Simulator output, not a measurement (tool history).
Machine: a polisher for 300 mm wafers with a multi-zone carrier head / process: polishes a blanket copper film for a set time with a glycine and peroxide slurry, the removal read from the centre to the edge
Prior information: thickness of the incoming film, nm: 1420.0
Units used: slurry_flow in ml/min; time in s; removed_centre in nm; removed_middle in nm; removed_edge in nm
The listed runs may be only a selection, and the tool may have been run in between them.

Run 1, hour 0.0: slurry_flow 140 ml/min, centre_zone 1.00, middle_zone 1.00, edge_zone 1.00, time 56 s. Result: removed_centre 216.55 nm, removed_middle 215.52 nm, removed_edge 216.14 nm.
Run 2, hour 0.6: slurry_flow 145 ml/min, centre_zone 0.99, middle_zone 1.02, edge_zone 1.00, time 56 s. Result: removed_centre 217.65 nm, removed_middle 227.57 nm, removed_edge 214.46 nm.
Run 3, hour 4.7: slurry_flow 120 ml/min, centre_zone 0.99, middle_zone 1.02, edge_zone 1.00, time 56 s. Result: removed_centre 207.48 nm, removed_middle 213.19 nm, removed_edge 216.45 nm.
Run 4, hour 9.9: slurry_flow 145 ml/min, centre_zone 0.99, middle_zone 1.02, edge_zone 1.00, time 56 s. Result: removed_centre 217.77 nm, removed_middle 215.75 nm, removed_edge 217.94 nm.
Run 5, hour 15.5: slurry_flow 145 ml/min, centre_zone 1.05, middle_zone 1.02, edge_zone 1.00, time 56 s. Result: removed_centre 233.01 nm, removed_middle 221.16 nm, removed_edge 218.14 nm.
Run 6, hour 18.9: slurry_flow 145 ml/min, centre_zone 0.98, middle_zone 1.02, edge_zone 1.00, time 56 s. Result: removed_centre 214.65 nm, removed_middle 221.31 nm, removed_edge 220.13 nm.

The next listed run, before its measurement:
Run 7, hour 25.1: slurry_flow 145 ml/min, centre_zone 0.98, middle_zone 1.02, edge_zone 1.00, time 56 s. Result: removed_centre ?, removed_middle ?, removed_edge ?.

removed_centre: 216.18 nm
removed_middle: 226.33 nm
removed_edge: 220.42 nm

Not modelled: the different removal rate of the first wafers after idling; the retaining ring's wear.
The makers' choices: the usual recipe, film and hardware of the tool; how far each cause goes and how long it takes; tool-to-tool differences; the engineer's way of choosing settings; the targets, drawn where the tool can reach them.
